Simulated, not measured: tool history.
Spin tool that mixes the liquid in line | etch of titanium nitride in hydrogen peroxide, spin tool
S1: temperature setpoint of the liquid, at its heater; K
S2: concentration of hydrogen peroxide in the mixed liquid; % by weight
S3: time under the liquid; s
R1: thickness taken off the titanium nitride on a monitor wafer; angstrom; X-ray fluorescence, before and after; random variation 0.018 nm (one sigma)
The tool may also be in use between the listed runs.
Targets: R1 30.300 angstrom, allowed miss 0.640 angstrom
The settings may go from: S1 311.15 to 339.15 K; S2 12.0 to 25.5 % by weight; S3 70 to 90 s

Run 1, hour 0.0: S1 327.15 K, S2 17.5 % by weight, S3 90 s. Result: R1 57.199 angstrom.
Run 2, hour 8.3: S1 327.15 K, S2 17.5 % by weight, S3 90 s. Result: R1 57.230 angstrom.
Run 3, hour 15.5: S1 324.65 K, S2 17.5 % by weight, S3 90 s. Result: R1 48.940 angstrom.
Run 4, hour 16.9: S1 324.65 K, S2 19.0 % by weight, S3 90 s. Result: R1 49.310 angstrom.
Run 5, hour 22.8: S1 322.65 K, S2 19.0 % by weight, S3 90 s. Result: R1 43.231 angstrom.
Run 6, hour 29.2: S1 321.15 K, S2 19.0 % by weight, S3 90 s. Result: R1 38.052 angstrom.
Run 7, hour 34.2: S1 320.15 K, S2 19.0 % by weight, S3 90 s. Result: R1 35.499 angstrom.
Run 8, hour 37.7: S1 319.65 K, S2 19.0 % by weight, S3 90 s. Result: R1 33.910 angstrom.
Run 9, hour 38.7: S1 319.15 K, S2 19.0 % by weight, S3 90 s. Result: R1 33.275 angstrom.
Run 10, hour 46.8: S1 317.65 K, S2 19.0 % by weight, S3 90 s. Result: R1 29.673 angstrom.

Which of these 5 next moves meets every target?
Run A, hour 54.9: S1 317.65 K, S2 22.0 % by weight, S3 90 s. Result: R1 ?.
Run B, hour 54.9: S1 317.15 K, S2 19.0 % by weight, S3 90 s. Result: R1 ?.
Run C, hour 54.9: S1 319.15 K, S2 19.0 % by weight, S3 80 s. Result: R1 ?.
Run D, hour 54.9: S1 317.15 K, S2 20.5 % by weight, S3 90 s. Result: R1 ?.
Run E, hour 54.9: S1 317.65 K, S2 17.5 % by weight, S3 90 s. Result: R1 ?.

move      R1
   A  30.446
   B  28.419
   C  29.321
   D  28.885
   E  28.991
A: meets every target
B: further off than the last run
C: further off than the last run
D: further off than the last run
E: further off than the last run
Move A is the one to make.
